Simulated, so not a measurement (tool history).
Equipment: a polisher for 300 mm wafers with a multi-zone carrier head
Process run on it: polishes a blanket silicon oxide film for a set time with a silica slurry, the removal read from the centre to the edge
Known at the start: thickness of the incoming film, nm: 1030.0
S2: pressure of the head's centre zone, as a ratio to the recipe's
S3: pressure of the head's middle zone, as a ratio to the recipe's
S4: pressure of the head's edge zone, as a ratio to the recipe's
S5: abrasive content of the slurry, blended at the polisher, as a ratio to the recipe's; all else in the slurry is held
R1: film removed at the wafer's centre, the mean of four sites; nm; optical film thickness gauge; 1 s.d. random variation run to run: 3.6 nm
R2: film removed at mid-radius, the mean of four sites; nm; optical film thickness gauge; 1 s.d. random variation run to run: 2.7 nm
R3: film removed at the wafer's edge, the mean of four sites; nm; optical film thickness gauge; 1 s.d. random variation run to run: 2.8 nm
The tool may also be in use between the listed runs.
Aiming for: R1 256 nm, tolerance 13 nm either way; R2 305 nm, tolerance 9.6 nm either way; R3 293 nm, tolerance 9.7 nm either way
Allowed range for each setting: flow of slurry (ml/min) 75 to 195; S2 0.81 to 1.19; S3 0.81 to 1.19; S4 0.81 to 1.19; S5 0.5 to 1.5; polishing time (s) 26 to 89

Run 1, hour 0: flow of slurry (ml/min) 125, S2 1, S3 1, S4 1, S5 1, polishing time (s) 57. Result: R1 213.17 nm, R2 203.36 nm, R3 212.59 nm.
Run 2, hour 8.5: flow of slurry (ml/min) 125, S2 1, S3 1, S4 1.05, S5 1, polishing time (s) 57. Result: R1 216.74 nm, R2 208.35 nm, R3 223.21 nm.
Run 3, hour 16.6: flow of slurry (ml/min) 135, S2 0.99, S3 1.03, S4 1.08, S5 1.05, polishing time (s) 57. Result: R1 227.17 nm, R2 217.12 nm, R3 233.77 nm.
Run 4, hour 21.5: flow of slurry (ml/min) 135, S2 0.96, S3 1.06, S4 1.07, S5 1.15, polishing time (s) 58. Result: R1 232 nm, R2 242.11 nm, R3 249.89 nm.
Run 5, hour 26.4: flow of slurry (ml/min) 135, S2 0.93, S3 1.06, S4 1.07, S5 1.15, polishing time (s) 58. Result: R1 224.45 nm, R2 244.85 nm, R3 249.64 nm.
Run 6, hour 30.4: flow of slurry (ml/min) 135, S2 0.93, S3 1.06, S4 1.11, S5 1.15, polishing time (s) 58. Result: R1 224.01 nm, R2 244.11 nm, R3 255.93 nm.
Run 7, hour 31.9: flow of slurry (ml/min) 170, S2 0.93, S3 1.16, S4 1.18, S5 1.25, polishing time (s) 58. Result: R1 246.85 nm, R2 289.23 nm, R3 281 nm.
Run 8, hour 33.1: flow of slurry (ml/min) 175, S2 0.93, S3 1.16, S4 1.18, S5 1.25, polishing time (s) 58. Result: R1 249.48 nm, R2 287.78 nm, R3 282.25 nm.

Exactly one of the 5 candidate moves below puts every result within its allowed miss. Which one?
Run A, hour 34.3: flow of slurry (ml/min) 195, S2 0.93, S3 1.18, S4 1.08, S5 1.15, polishing time (s) 62. Result: R1 ?, R2 ?, R3 ?.
Run B, hour 34.3: flow of slurry (ml/min) 195, S2 0.91, S3 1.15, S4 1.14, S5 1.15, polishing time (s) 63. Result: R1 ?, R2 ?, R3 ?.
Run C, hour 34.3: flow of slurry (ml/min) 145, S2 0.97, S3 1.19, S4 1.08, S5 1.15, polishing time (s) 62. Result: R1 ?, R2 ?, R3 ?.
Run D, hour 34.3: flow of slurry (ml/min) 155, S2 0.89, S3 1.19, S4 1.18, S5 1.25, polishing time (s) 58. Result: R1 ?, R2 ?, R3 ?.
Run E, hour 34.3: flow of slurry (ml/min) 195, S2 0.91, S3 1.04, S4 1.18, S5 1.35, polishing time (s) 56. Result: R1 ?, R2 ?, R3 ?.

move      R1      R2      R3
   A   254.6  303.48   277.5
   B  253.04   301.6  289.95
   C  252.15  291.77   268.3
   D  229.18   288.9  277.01
   E   244.2  267.26  285.51
A: the worst result of the last run now meets its target, but another is out of spec
B: every result lands within tolerance
C: moves away from the targets compared with the last run
D: moves away from the targets compared with the last run
E: moves away from the targets compared with the last run
B meets every target.
